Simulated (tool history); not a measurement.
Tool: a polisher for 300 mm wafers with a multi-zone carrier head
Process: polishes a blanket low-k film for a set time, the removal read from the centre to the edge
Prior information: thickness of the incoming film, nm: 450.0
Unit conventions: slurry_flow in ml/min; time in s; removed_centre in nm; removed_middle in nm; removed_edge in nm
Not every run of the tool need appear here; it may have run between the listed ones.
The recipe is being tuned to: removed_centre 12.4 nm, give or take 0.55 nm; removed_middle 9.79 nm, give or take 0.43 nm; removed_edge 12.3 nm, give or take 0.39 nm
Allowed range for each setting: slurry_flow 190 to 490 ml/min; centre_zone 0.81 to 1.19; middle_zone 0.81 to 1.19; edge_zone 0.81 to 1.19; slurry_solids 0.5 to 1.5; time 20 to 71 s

{"run": 1, "hour": 0.0, "slurry_flow": 315, "centre_zone": 1, "middle_zone": 1, "edge_zone": 1, "slurry_solids": 1, "time": 45, "removed_centre": 15.693, "removed_middle": 15.301, "removed_edge": 15.169}
{"run": 2, "hour": 8.9, "slurry_flow": 315, "centre_zone": 1, "middle_zone": 1, "edge_zone": 1, "slurry_solids": 0.9, "time": 45, "removed_centre": 14.467, "removed_middle": 13.967, "removed_edge": 13.871}
{"run": 3, "hour": 14.3, "slurry_flow": 355, "centre_zone": 1, "middle_zone": 1, "edge_zone": 1, "slurry_solids": 0.9, "time": 45, "removed_centre": 14.557, "removed_middle": 13.775, "removed_edge": 14.276}
{"run": 4, "hour": 21.4, "slurry_flow": 365, "centre_zone": 1, "middle_zone": 0.97, "edge_zone": 0.99, "slurry_solids": 0.85, "time": 45, "removed_centre": 13.933, "removed_middle": 13.208, "removed_edge": 13.406}
{"run": 5, "hour": 22.8, "slurry_flow": 325, "centre_zone": 1, "middle_zone": 0.97, "edge_zone": 0.99, "slurry_solids": 0.85, "time": 45, "removed_centre": 14.048, "removed_middle": 12.895, "removed_edge": 13.655}
{"run": 6, "hour": 30.2, "slurry_flow": 325, "centre_zone": 1, "middle_zone": 0.94, "edge_zone": 0.98, "slurry_solids": 0.8, "time": 45, "removed_centre": 13.668, "removed_middle": 12.202, "removed_edge": 12.686}
{"run": 7, "hour": 35.9, "slurry_flow": 330, "centre_zone": 1, "middle_zone": 0.91, "edge_zone": 1.01, "slurry_solids": 0.75, "time": 45, "removed_centre": 12.399, "removed_middle": 10.947, "removed_edge": 12.09}
{"run": 8, "hour": 41.9, "slurry_flow": 330, "centre_zone": 1.01, "middle_zone": 0.89, "edge_zone": 1.02, "slurry_solids": 0.75, "time": 45, "removed_centre": 12.184, "removed_middle": 10.89, "removed_edge": 12.129}
{"hour": 50.2, "done": "centre zone pressure recalibrated"}
{"run": 9, "hour": 50.2, "slurry_flow": 290, "centre_zone": 1.11, "middle_zone": 0.81, "edge_zone": 1.12, "slurry_solids": 0.6, "time": 45, "removed_centre": 9.6962, "removed_middle": 7.4993, "removed_edge": 9.6021}

Of the 5 settings listed for the next run, only one would bring every result within its allowed miss of target. Which one?
{"run": "A", "hour": 58.5, "slurry_flow": 315, "centre_zone": 1.06, "middle_zone": 0.81, "edge_zone": 1.19, "slurry_solids": 0.75, "time": 45, "removed_centre": "?", "removed_middle": "?", "removed_edge": "?"}
{"run": "B", "hour": 58.5, "slurry_flow": 285, "centre_zone": 0.96, "middle_zone": 0.97, "edge_zone": 1.11, "slurry_solids": 0.6, "time": 59, "removed_centre": "?", "removed_middle": "?", "removed_edge": "?"}
{"run": "C", "hour": 58.5, "slurry_flow": 280, "centre_zone": 1.02, "middle_zone": 0.86, "edge_zone": 1.19, "slurry_solids": 0.75, "time": 43, "removed_centre": "?", "removed_middle": "?", "removed_edge": "?"}
{"run": "D", "hour": 58.5, "slurry_flow": 295, "centre_zone": 1.08, "middle_zone": 0.82, "edge_zone": 1.09, "slurry_solids": 0.55, "time": 67, "removed_centre": "?", "removed_middle": "?", "removed_edge": "?"}
{"run": "E", "hour": 58.5, "slurry_flow": 325, "centre_zone": 1.19, "middle_zone": 0.88, "edge_zone": 1.04, "slurry_solids": 0.85, "time": 40, "removed_centre": "?", "removed_middle": "?", "removed_edge": "?"}

move=A removed_centre=12.327 removed_middle=9.8463 removed_edge=13.15
move=B removed_centre=10.971 removed_middle=11.246 removed_edge=12.474
move=C removed_centre=11.202 removed_middle=9.7785 removed_edge=12.455
move=D removed_centre=12.166 removed_middle=9.6381 removed_edge=12.196
move=E removed_centre=13.89 removed_middle=10.556 removed_edge=12.285
A: moves the result that the last run missed by most past its target, out the other side
B: gets the furthest-off result to its target, but another result is out of tolerance
C: gets the furthest-off result to its target, but another result is out of tolerance
D: every result within its allowed miss
E: gets the furthest-off result to its target, but another result is out of tolerance
D is the move that brings every result within its allowed miss.
